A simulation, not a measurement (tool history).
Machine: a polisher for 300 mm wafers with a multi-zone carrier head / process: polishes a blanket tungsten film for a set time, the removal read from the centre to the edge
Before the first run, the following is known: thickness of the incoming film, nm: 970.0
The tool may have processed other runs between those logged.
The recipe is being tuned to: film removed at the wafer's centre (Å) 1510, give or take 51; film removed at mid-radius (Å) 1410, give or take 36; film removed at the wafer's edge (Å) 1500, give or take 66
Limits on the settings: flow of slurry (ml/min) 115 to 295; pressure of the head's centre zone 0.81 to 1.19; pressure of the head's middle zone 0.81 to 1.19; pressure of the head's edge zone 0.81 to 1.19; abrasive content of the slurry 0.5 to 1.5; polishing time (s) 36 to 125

run,hour,flow of slurry (ml/min),pressure of the head's centre zone,pressure of the head's middle zone,pressure of the head's edge zone,abrasive content of the slurry,polishing time (s),film removed at the wafer's centre (Å),film removed at mid-radius (Å),film removed at the wafer's edge (Å)
1,0,190,1,1,1,1,80,1987.6,1947.2,2017.5
2,4,185,0.99,0.98,0.98,0.9,79,1867.3,1803.7,1867.4
3,4.7,185,0.99,0.98,0.98,0.8,79,1786.7,1733.3,1817.5
4,12.5,180,0.98,0.96,0.95,0.8,79,1749.3,1689.4,1788
5,15.8,180,0.98,0.96,0.88,0.8,79,1799,1700.8,1738.4
6,17.1,135,0.98,0.96,0.88,0.8,79,1634.3,1596.1,1635.8
7,18.1,135,0.98,0.95,0.87,0.8,79,1639.3,1563.1,1622.9
8,26.5,135,0.98,0.94,0.86,0.8,79,1653.8,1573,1589
9,27.8,130,0.97,0.93,0.86,0.8,79,1605.7,1553.2,1596.9
10,35.7,130,0.97,0.93,0.86,0.8,79,1627.6,1552,1623.4
11,36.6,130,0.97,0.93,0.86,0.8,79,1622.5,1552.9,1570.6
12,45,125,0.93,0.85,0.83,0.7,78,1449.5,1334.1,1466.6
13,53.2,130,0.93,0.85,0.83,0.7,78,1462.1,1332.4,1456.7
14,56.2,135,0.93,0.85,0.83,0.7,78,1470.7,1349.2,1486.7

Consider the 5 candidate settings below. Which is the only one whose results all fall within their allowed miss of target?
A,59.2,125,0.89,0.84,0.83,0.7,80,?,?,?
B,59.2,125,0.95,0.99,0.84,1,65,?,?,?
C,59.2,170,0.97,0.9,0.91,0.7,74,?,?,?
D,59.2,125,0.96,0.86,0.86,0.8,72,?,?,?
E,59.2,115,0.9,0.82,0.85,0.5,95,?,?,?

move,film removed at the wafer's centre (Å),film removed at mid-radius (Å),film removed at the wafer's edge (Å)
A,1425.6,1365.3,1520.6
B,1396.9,1458.4,1421.8
C,1525.2,1434,1540.5
D,1434.3,1322.3,1467.5
E,1404.1,1312.4,1518.4
A: as far off as the last run
B: the result that was furthest off in the last run now lies on the other side of its target
C: in spec on every target
D: misses by more than the last run did
E: misses by more than the last run did
So the answer is move C, the one that meets all the targets.
